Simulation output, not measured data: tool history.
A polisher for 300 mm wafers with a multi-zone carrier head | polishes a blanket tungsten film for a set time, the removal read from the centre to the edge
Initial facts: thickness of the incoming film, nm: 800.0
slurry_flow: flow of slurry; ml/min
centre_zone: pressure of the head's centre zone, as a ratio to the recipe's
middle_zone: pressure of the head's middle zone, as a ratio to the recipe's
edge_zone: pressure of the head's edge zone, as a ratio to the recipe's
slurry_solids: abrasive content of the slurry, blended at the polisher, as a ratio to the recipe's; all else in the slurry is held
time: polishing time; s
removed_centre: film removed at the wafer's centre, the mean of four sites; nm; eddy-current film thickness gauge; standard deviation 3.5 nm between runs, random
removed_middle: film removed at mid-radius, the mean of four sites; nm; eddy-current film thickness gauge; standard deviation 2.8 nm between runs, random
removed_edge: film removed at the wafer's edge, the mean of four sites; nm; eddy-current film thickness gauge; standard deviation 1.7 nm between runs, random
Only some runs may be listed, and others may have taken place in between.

run,hour,slurry_flow,centre_zone,middle_zone,edge_zone,slurry_solids,time,removed_centre,removed_middle,removed_edge
1,0,295,1,1,1,1,63,337.55,330.16,330.55
2,1.1,295,1,1,1,1,69,366.6,358.9,360.96
3,2.7,295,1,1,1,1,80,423.51,424.17,421.89
4,3.5,285,0.98,0.95,0.96,0.85,72,359.22,341.2,357.61
5,6.6,280,0.97,0.93,0.93,0.75,67,327.16,306.09,316.28
6,15.1,225,0.97,0.93,0.93,0.75,67,310.12,301.52,307.7
7,19.4,225,0.96,0.9,0.91,0.65,64,283.55,260.79,280.13
8,20.6,215,0.95,0.88,0.89,0.6,63,264.85,251.46,265.15
9,24.3,210,0.95,0.86,0.88,0.55,63,256.39,235.46,261.3
10,31.3,210,0.95,0.86,0.88,0.55,63,263.95,238.01,260.06
# hour 34.5: centre zone pressure recalibrated
11,34.5,205,0.94,0.85,0.87,0.55,63,245.44,240.29,260.31

Predict the results of run 12:
12,37.2,200,0.95,0.84,0.86,0.55,63,?,?,?

Logged for run 12: removed_centre 250.59 nm, removed_middle 232.75 nm, removed_edge 253.6 nm.

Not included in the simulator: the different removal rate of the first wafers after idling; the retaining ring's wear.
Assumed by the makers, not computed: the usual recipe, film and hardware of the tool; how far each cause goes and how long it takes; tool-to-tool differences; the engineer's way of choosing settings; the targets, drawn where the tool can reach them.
